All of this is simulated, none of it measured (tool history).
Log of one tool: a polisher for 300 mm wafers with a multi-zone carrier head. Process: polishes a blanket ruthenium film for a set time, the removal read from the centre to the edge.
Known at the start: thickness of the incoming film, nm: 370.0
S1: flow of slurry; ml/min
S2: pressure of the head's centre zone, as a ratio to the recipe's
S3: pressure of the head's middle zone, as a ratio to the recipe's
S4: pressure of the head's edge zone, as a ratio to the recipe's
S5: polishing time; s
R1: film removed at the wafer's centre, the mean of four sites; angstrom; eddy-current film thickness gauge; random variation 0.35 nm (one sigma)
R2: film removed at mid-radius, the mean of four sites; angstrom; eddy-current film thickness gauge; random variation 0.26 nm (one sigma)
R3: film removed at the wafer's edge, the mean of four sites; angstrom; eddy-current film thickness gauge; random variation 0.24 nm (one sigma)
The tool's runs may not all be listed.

run 1 day=0 | S1=270 S2=1 S3=1 S4=1 S5=37 | R1=399.1 R2=402.35 R3=410.81
run 2 day=0.083 | S1=265 S2=0.98 S3=1.01 S4=0.96 S5=36 | R1=376.83 R2=394.95 R3=391.84
run 3 day=0.117 | S1=260 S2=0.97 S3=1.01 S4=0.93 S5=35 | R1=357.86 R2=380.77 R3=375.99
run 4 day=0.154 | S1=255 S2=0.97 S3=1.02 S4=0.9 S5=34 | R1=346.09 R2=376.41 R3=361.13
run 5 day=0.504 | S1=250 S2=0.97 S3=1.02 S4=0.88 S5=34 | R1=347.36 R2=369.85 R3=355.51
run 6 day=0.804 | S1=240 S2=0.96 S3=1.03 S4=0.86 S5=34 | R1=340.66 R2=372.5 R3=348.73

Forecast run 7:
run 7 day=0.842 | S1=230 S2=0.95 S3=1.03 S4=0.85 S5=34 | R1=? R2=? R3=?

{"run 7": {"R1": 331.42, "R2": 369.92, "R3": 350.88}}
